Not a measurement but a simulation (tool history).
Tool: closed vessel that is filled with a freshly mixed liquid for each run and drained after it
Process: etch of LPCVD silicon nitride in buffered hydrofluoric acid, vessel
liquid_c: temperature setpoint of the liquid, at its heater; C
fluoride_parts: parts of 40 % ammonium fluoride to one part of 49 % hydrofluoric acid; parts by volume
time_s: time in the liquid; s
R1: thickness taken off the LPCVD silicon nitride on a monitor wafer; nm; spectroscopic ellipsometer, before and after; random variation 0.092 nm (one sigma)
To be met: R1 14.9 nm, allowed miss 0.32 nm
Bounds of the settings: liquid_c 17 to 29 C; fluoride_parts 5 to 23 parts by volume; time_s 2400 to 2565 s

{"run": 1, "hour": 0.0, "liquid_c": 21, "fluoride_parts": 14, "time_s": 2400, "R1": 19.467}
{"run": 2, "hour": 8.4, "liquid_c": 21, "fluoride_parts": 14, "time_s": 2400, "R1": 19.615}
{"run": 3, "hour": 17.0, "liquid_c": 19, "fluoride_parts": 14, "time_s": 2400, "R1": 17.231}
{"run": 4, "hour": 17.8, "liquid_c": 18.5, "fluoride_parts": 14, "time_s": 2400, "R1": 17.05}
{"run": 5, "hour": 21.5, "liquid_c": 18, "fluoride_parts": 14.5, "time_s": 2400, "R1": 15.982}
{"run": 6, "hour": 25.6, "liquid_c": 21, "fluoride_parts": 14.5, "time_s": 2400, "R1": 18.962}
{"run": 7, "hour": 28.5, "liquid_c": 19.5, "fluoride_parts": 14.5, "time_s": 2400, "R1": 17.383}
{"run": 8, "hour": 36.4, "liquid_c": 18.5, "fluoride_parts": 14.5, "time_s": 2400, "R1": 16.249}
{"run": 9, "hour": 41.0, "liquid_c": 18, "fluoride_parts": 14.5, "time_s": 2400, "R1": 15.907}
{"run": 10, "hour": 48.3, "liquid_c": 17.5, "fluoride_parts": 14.5, "time_s": 2400, "R1": 15.502}

Which of these 5 next moves meets every target?
{"run": "A", "hour": 55.6, "liquid_c": 17, "fluoride_parts": 15, "time_s": 2555, "R1": "?"}
{"run": "B", "hour": 55.6, "liquid_c": 17, "fluoride_parts": 14.5, "time_s": 2555, "R1": "?"}
{"run": "C", "hour": 55.6, "liquid_c": 17, "fluoride_parts": 14.5, "time_s": 2510, "R1": "?"}
{"run": "D", "hour": 55.6, "liquid_c": 18.5, "fluoride_parts": 16.5, "time_s": 2470, "R1": "?"}
{"run": "E", "hour": 55.6, "liquid_c": 18.5, "fluoride_parts": 15.5, "time_s": 2505, "R1": "?"}

move=A R1=15.443
move=B R1=15.967
move=C R1=15.686
move=D R1=14.803
move=E R1=15.966
A: nearer than the last run, and not there yet
B: further off than the last run
C: further off than the last run
D: meets every target
E: further off than the last run
The right move is D.
